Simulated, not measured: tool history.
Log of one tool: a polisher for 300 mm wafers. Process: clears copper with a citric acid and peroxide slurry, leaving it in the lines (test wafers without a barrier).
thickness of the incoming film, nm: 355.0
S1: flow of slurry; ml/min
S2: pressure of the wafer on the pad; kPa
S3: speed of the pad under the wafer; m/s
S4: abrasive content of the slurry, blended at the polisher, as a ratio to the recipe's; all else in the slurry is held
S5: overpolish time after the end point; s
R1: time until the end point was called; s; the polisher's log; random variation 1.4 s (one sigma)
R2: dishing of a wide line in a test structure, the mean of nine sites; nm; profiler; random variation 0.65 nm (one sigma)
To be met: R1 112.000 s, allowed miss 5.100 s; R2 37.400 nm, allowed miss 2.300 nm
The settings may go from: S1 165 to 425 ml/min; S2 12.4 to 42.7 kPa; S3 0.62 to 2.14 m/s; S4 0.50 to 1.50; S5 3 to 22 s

run 1 hour=0.0 | S1=275 S2=27.6 S3=1.38 S4=1.00 S5=11 | R1=76.525 R2=33.195
run 2 hour=1.6 | S1=275 S2=24.8 S3=1.36 S4=1.00 S5=13 | R1=86.731 R2=34.878
run 3 hour=3.8 | S1=275 S2=22.8 S3=1.36 S4=1.00 S5=14 | R1=93.687 R2=32.910
run 4 hour=10.9 | S1=275 S2=22.8 S3=1.36 S4=1.00 S5=11 | R1=95.733 R2=28.009
run 5 hour=12.7 | S1=275 S2=25.5 S3=1.36 S4=1.00 S5=11 | R1=84.868 R2=31.308
run 6 hour=19.3 | S1=275 S2=25.5 S3=1.36 S4=1.00 S5=14 | R1=86.438 R2=37.353
run 7 hour=28.2 | S1=275 S2=24.1 S3=1.34 S4=1.00 S5=15 | R1=90.499 R2=38.040
run 8 hour=32.3 | S1=275 S2=22.8 S3=1.34 S4=1.00 S5=16 | R1=93.585 R2=37.672
run 9 hour=34.7 | S1=275 S2=21.4 S3=1.32 S4=1.00 S5=17 | R1=104.300 R2=38.445
run 10 hour=42.2 | S1=275 S2=20.7 S3=1.32 S4=1.00 S5=17 | R1=104.780 R2=35.230

Which of these 5 next moves meets every target?
run A hour=49.7 | S1=330 S2=20.0 S3=1.36 S4=1.30 S5=13 | R1=? R2=?
run B hour=49.7 | S1=265 S2=20.0 S3=1.44 S4=0.95 S5=15 | R1=? R2=?
run C hour=49.7 | S1=290 S2=20.7 S3=1.54 S4=0.95 S5=13 | R1=? R2=?
run D hour=49.7 | S1=325 S2=18.6 S3=1.82 S4=0.90 S5=13 | R1=? R2=?
run E hour=49.7 | S1=265 S2=17.9 S3=1.38 S4=1.15 S5=19 | R1=? R2=?

move=A R1=99.098 R2=30.394
move=B R1=104.720 R2=32.667
move=C R1=94.373 R2=31.674
move=D R1=89.657 R2=32.874
move=E R1=114.260 R2=36.627
A: further off than the last run
B: further off than the last run
C: further off than the last run
D: further off than the last run
E: meets every target
Move E is the one to make.

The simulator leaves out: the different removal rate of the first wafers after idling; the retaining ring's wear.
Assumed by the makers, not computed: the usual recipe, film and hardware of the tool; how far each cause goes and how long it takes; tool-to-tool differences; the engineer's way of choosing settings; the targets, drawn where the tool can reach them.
